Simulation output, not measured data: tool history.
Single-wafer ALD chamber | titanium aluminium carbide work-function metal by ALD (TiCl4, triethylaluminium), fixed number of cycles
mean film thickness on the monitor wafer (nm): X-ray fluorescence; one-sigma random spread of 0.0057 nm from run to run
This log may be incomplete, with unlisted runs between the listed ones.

run  hour  heater temperature setpoint (°C)  triethylaluminium pulse time (s)  mean film thickness on the monitor wafer (nm)
  1   0.0                               310                              9.84                                         2.0436
  2   6.7                               313                              9.96                                         2.0674
  3   7.4                               303                              9.96                                         1.9758
  4  10.3                               293                              9.96                                         1.8809
  5  12.6                               303                              9.96                                         1.9727
  6  15.0                               308                              9.96                                         2.0161
  7  17.6                               311                             10.09                                         2.0583
  8  22.5                               313                             10.16                                         2.0809

Run 9 has not been measured yet. What should we expect?
  9  30.9                               315                             10.21                                              ?

Run 9 yielded mean film thickness on the monitor wafer (nm) 2.0958.

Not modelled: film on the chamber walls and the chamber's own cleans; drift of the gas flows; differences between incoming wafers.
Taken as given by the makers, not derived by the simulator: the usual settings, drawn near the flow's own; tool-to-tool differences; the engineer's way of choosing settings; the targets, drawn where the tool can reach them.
